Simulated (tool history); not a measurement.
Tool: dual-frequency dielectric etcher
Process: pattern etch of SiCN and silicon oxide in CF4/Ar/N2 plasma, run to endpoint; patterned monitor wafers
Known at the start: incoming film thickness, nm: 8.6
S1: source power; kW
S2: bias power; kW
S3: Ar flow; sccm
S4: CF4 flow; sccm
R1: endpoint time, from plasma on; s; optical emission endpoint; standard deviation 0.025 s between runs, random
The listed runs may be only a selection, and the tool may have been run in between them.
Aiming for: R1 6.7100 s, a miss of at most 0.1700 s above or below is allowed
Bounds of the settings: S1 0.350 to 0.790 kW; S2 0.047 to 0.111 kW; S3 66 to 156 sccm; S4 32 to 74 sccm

run,hour,S1,S2,S3,S4,R1
1,0.0,0.570,0.079,111,53,8.8981
2,1.9,0.570,0.079,93,53,8.6640
3,8.5,0.520,0.079,93,53,9.5794
4,14.7,0.520,0.084,93,53,9.3539
5,21.1,0.520,0.084,83,53,9.2385
6,22.3,0.520,0.084,83,49,9.3751
7,26.6,0.560,0.085,83,49,8.5577
8,34.5,0.590,0.085,83,49,8.0489

Next run, 4 choices. One meets every target within its allowed miss, the rest don't. Which?
A,42.4,0.680,0.092,100,57,?
B,42.4,0.570,0.083,79,36,?
C,42.4,0.480,0.076,91,51,?
D,42.4,0.630,0.087,76,47,?

move,R1
A,6.7643
B,8.7908
C,10.7010
D,7.4255
A: every result lands within tolerance
B: its largest miss is bigger than the last run's
C: its largest miss is bigger than the last run's
D: nearer the targets than the last run, but a result is still out of spec
So the answer is move A, the one that meets all the targets.

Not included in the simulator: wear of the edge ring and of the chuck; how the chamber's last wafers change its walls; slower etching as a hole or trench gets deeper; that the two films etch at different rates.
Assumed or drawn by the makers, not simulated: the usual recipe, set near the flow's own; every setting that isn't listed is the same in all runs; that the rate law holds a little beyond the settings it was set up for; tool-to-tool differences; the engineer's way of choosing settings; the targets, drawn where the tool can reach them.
